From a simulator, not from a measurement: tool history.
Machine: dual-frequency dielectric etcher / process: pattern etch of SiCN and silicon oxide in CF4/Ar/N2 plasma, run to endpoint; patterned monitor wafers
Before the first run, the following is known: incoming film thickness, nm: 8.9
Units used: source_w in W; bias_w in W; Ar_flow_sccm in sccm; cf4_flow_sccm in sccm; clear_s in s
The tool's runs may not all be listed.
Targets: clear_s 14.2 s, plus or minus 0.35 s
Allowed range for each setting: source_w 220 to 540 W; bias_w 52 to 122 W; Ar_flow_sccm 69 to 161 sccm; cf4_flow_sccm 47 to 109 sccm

Run 1, day 0: source_w 380 W, bias_w 87 W, Ar_flow_sccm 115 sccm, cf4_flow_sccm 78 sccm. Result: clear_s 12.05 s.
Run 2, day 0.075: source_w 380 W, bias_w 87 W, Ar_flow_sccm 97 sccm, cf4_flow_sccm 78 sccm. Result: clear_s 11.621 s.
Run 3, day 0.192: source_w 380 W, bias_w 87 W, Ar_flow_sccm 97 sccm, cf4_flow_sccm 69 sccm. Result: clear_s 11.978 s.
Run 4, day 0.529: source_w 360 W, bias_w 87 W, Ar_flow_sccm 97 sccm, cf4_flow_sccm 69 sccm. Result: clear_s 12.572 s.
Run 5, day 0.883: source_w 350 W, bias_w 87 W, Ar_flow_sccm 97 sccm, cf4_flow_sccm 69 sccm. Result: clear_s 12.817 s.
Run 6, day 1.221: source_w 340 W, bias_w 87 W, Ar_flow_sccm 97 sccm, cf4_flow_sccm 69 sccm. Result: clear_s 13.077 s.
Run 7, day 1.579: source_w 330 W, bias_w 87 W, Ar_flow_sccm 97 sccm, cf4_flow_sccm 69 sccm. Result: clear_s 13.42 s.
Run 8, day 1.908: source_w 330 W, bias_w 87 W, Ar_flow_sccm 97 sccm, cf4_flow_sccm 69 sccm. Result: clear_s 13.603 s.

Exercise: of the 5 proposed moves below, exactly one satisfies all targets within the stated allowed misses. Which move is it?
Run A, day 2.238: source_w 310 W, bias_w 86 W, Ar_flow_sccm 91 sccm, cf4_flow_sccm 67 sccm. Result: clear_s ?.
Run B, day 2.238: source_w 350 W, bias_w 83 W, Ar_flow_sccm 103 sccm, cf4_flow_sccm 63 sccm. Result: clear_s ?.
Run C, day 2.238: source_w 360 W, bias_w 81 W, Ar_flow_sccm 103 sccm, cf4_flow_sccm 71 sccm. Result: clear_s ?.
Run D, day 2.238: source_w 340 W, bias_w 96 W, Ar_flow_sccm 131 sccm, cf4_flow_sccm 74 sccm. Result: clear_s ?.
Run E, day 2.238: source_w 330 W, bias_w 88 W, Ar_flow_sccm 86 sccm, cf4_flow_sccm 70 sccm. Result: clear_s ?.

move  clear_s
   A   14.393
   B   13.518
   C   13.009
   D   12.946
   E   13.248
A: every result within its allowed miss
B: its largest miss is bigger than the last run's
C: its largest miss is bigger than the last run's
D: its largest miss is bigger than the last run's
E: its largest miss is bigger than the last run's
A is the move that brings every result within its allowed miss.
